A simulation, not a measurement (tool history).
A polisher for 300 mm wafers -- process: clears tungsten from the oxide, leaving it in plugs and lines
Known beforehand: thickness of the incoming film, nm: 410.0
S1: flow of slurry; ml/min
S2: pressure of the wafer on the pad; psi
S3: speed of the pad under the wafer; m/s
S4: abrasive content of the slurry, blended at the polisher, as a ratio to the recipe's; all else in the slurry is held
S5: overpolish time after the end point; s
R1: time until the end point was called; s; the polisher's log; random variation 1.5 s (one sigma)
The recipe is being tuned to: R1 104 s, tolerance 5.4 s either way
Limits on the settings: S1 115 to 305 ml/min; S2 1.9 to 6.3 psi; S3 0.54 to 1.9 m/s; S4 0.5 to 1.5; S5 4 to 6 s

run	hour	S1	S2	S3	S4	S5	R1
1	0	195	4.1	1.22	1	6	75.702
2	7.8	195	4.1	1.22	1	4	75.083
3	14.2	195	4.1	1.06	1	4	85.824
4	15.1	195	4.1	1.06	0.85	4	91.728
5	19.8	195	4.5	1.06	0.85	4	81.203
6	22.6	195	4.5	1.06	0.7	4	86.416
7	26.9	195	4.3	1.06	0.7	4	88.912
8	31.9	195	3.5	1.04	0.7	4	112.07

4 next moves are on the table. One of them brings every result within its allowed miss. Which?
A	36.9	260	3.1	1.2	0.75	6	?
B	36.9	205	4.5	0.78	0.55	6	?
C	36.9	200	4.5	0.96	0.7	6	?
D	36.9	205	3.6	0.9	0.75	6	?

move	R1
A	103.59
B	120.94
C	94.123
D	121.92
A: all results in spec
B: lands further from the targets than the last run did
C: the result that was furthest off in the last run now lies on the other side of its target
D: lands further from the targets than the last run did
So the answer is move A, the one that meets all the targets.
